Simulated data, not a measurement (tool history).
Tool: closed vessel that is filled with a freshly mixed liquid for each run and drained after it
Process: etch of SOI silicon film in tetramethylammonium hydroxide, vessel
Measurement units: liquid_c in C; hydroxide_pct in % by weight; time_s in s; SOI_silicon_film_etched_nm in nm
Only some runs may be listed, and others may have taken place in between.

run,hour,liquid_c,hydroxide_pct,time_s,SOI_silicon_film_etched_nm
1,0.0,75.0,18.5,30,207.26
2,8.1,75.0,15.0,30,230.33
3,12.6,76.0,15.0,30,243.10
4,21.3,76.0,17.0,30,228.41
5,26.2,76.0,17.0,30,225.61
6,30.0,76.0,15.5,30,239.07
7,32.3,77.0,15.5,30,251.62
8,41.2,77.5,15.5,30,257.69

Run 9, settings as shown, results not yet in. Your forecast:
9,45.1,78.0,15.5,30,?

SOI_silicon_film_etched_nm: 270.74 nm
